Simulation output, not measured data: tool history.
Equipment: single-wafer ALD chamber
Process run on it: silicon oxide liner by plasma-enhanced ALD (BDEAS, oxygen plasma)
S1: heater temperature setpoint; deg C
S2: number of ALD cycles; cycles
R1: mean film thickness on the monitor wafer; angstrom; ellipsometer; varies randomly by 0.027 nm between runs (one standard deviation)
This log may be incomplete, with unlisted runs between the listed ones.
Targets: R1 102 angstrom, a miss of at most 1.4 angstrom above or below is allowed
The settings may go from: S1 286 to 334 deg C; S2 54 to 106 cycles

{"run": 1, "hour": 0.0, "S1": 310, "S2": 80, "R1": 84.562}
{"run": 2, "hour": 5.1, "S1": 314, "S2": 80, "R1": 83.951}
{"run": 3, "hour": 6.7, "S1": 314, "S2": 71, "R1": 74.366}
{"run": 4, "hour": 13.4, "S1": 323, "S2": 71, "R1": 73.477}
{"run": 5, "hour": 19.9, "S1": 323, "S2": 61, "R1": 62.788}
{"run": 6, "hour": 20.9, "S1": 321, "S2": 68, "R1": 70.4}
{"run": 7, "hour": 29.8, "S1": 320, "S2": 74, "R1": 76.996}
{"run": 8, "hour": 34.4, "S1": 320, "S2": 78, "R1": 80.917}
{"run": 9, "hour": 36.1, "S1": 318, "S2": 82, "R1": 85.344}
{"run": 10, "hour": 44.6, "S1": 315, "S2": 85, "R1": 88.876}
{"run": 11, "hour": 48.5, "S1": 307, "S2": 98, "R1": 103.86}

Which single option among these 4 for the next run brings every result within its allowed miss of target? Just one does.
{"run": "A", "hour": 52.4, "S1": 294, "S2": 93, "R1": "?"}
{"run": "B", "hour": 52.4, "S1": 301, "S2": 98, "R1": "?"}
{"run": "C", "hour": 52.4, "S1": 314, "S2": 101, "R1": "?"}
{"run": "D", "hour": 52.4, "S1": 316, "S2": 101, "R1": "?"}

move=A R1=102.54
move=B R1=105
move=C R1=105.91
move=D R1=105.56
A: each result inside its tolerance
B: moves away from the targets compared with the last run
C: moves away from the targets compared with the last run
D: moves away from the targets compared with the last run
Go with A: it meets all targets.

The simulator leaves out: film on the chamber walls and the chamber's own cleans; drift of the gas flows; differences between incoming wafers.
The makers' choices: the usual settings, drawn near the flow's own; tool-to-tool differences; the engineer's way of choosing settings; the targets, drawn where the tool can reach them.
